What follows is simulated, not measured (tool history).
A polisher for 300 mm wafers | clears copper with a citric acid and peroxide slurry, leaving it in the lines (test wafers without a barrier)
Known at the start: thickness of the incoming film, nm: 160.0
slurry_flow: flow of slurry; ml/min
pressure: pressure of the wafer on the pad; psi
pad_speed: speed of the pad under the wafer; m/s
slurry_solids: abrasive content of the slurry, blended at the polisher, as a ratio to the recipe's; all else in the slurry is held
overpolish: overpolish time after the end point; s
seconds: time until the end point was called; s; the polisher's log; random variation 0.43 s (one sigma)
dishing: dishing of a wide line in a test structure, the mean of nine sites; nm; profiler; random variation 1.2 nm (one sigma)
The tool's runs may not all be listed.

{"run": 1, "hour": 0.0, "slurry_flow": 280, "pressure": 2.9, "pad_speed": 1.02, "slurry_solids": 1.0, "overpolish": 22, "seconds": 75.268, "dishing": 38.256}
{"run": 2, "hour": 3.4, "slurry_flow": 280, "pressure": 3.0, "pad_speed": 1.02, "slurry_solids": 1.0, "overpolish": 22, "seconds": 71.393, "dishing": 38.98}
{"run": 3, "hour": 6.1, "slurry_flow": 280, "pressure": 3.3, "pad_speed": 1.02, "slurry_solids": 1.0, "overpolish": 22, "seconds": 65.597, "dishing": 42.815}
{"run": 4, "hour": 10.1, "slurry_flow": 280, "pressure": 3.4, "pad_speed": 1.02, "slurry_solids": 1.0, "overpolish": 22, "seconds": 63.662, "dishing": 43.623}
{"run": 5, "hour": 17.2, "slurry_flow": 280, "pressure": 3.4, "pad_speed": 1.02, "slurry_solids": 1.0, "overpolish": 27, "seconds": 63.536, "dishing": 50.001}
{"run": 6, "hour": 24.0, "slurry_flow": 280, "pressure": 3.4, "pad_speed": 1.02, "slurry_solids": 1.0, "overpolish": 33, "seconds": 64.055, "dishing": 59.851}
{"run": 7, "hour": 31.7, "slurry_flow": 280, "pressure": 3.5, "pad_speed": 1.02, "slurry_solids": 1.0, "overpolish": 32, "seconds": 61.97, "dishing": 59.182}

Run 8 comes next. What will it give?
{"run": 8, "hour": 36.0, "slurry_flow": 280, "pressure": 3.6, "pad_speed": 1.02, "slurry_solids": 1.0, "overpolish": 31, "seconds": "?", "dishing": "?"}

seconds: 60.822 s
dishing: 58.236 nm
